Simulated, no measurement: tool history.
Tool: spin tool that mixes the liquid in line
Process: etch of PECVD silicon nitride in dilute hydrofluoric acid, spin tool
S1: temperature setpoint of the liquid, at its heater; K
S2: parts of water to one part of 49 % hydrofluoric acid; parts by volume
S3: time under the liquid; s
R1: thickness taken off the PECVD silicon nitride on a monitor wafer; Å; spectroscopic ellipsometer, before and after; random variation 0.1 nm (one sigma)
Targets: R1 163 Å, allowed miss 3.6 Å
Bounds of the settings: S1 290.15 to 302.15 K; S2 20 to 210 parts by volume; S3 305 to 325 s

{"run": 1, "hour": 0.0, "S1": 294.15, "S2": 115, "S3": 305, "R1": 55.381}
{"run": 2, "hour": 5.9, "S1": 294.15, "S2": 115, "S3": 305, "R1": 55.025}
{"run": 3, "hour": 8.5, "S1": 294.15, "S2": 115, "S3": 305, "R1": 55.309}
{"run": 4, "hour": 14.1, "S1": 294.15, "S2": 115, "S3": 305, "R1": 54.872}
{"run": 5, "hour": 15.1, "S1": 294.15, "S2": 115, "S3": 325, "R1": 58.711}
{"run": 6, "hour": 21.0, "S1": 294.15, "S2": 115, "S3": 325, "R1": 59.187}
{"run": 7, "hour": 29.2, "S1": 295.65, "S2": 105, "S3": 325, "R1": 70.264}
{"run": 8, "hour": 32.9, "S1": 299.65, "S2": 55, "S3": 325, "R1": 174.71}
{"run": 9, "hour": 34.2, "S1": 299.15, "S2": 55, "S3": 325, "R1": 167.21}

5 next moves are on the table. One of them brings every result within its allowed miss. Which?
{"run": "A", "hour": 35.5, "S1": 298.65, "S2": 55, "S3": 325, "R1": "?"}
{"run": "B", "hour": 35.5, "S1": 301.65, "S2": 65, "S3": 325, "R1": "?"}
{"run": "C", "hour": 35.5, "S1": 298.15, "S2": 50, "S3": 325, "R1": "?"}
{"run": "D", "hour": 35.5, "S1": 299.15, "S2": 60, "S3": 325, "R1": "?"}
{"run": "E", "hour": 35.5, "S1": 302.15, "S2": 65, "S3": 320, "R1": "?"}

move=A R1=165.27
move=B R1=170.62
move=C R1=175.53
move=D R1=156.82
move=E R1=173.51
A: meets every target
B: further off than the last run
C: further off than the last run
D: takes the result that was furthest off past its target
E: further off than the last run
The right move is A.
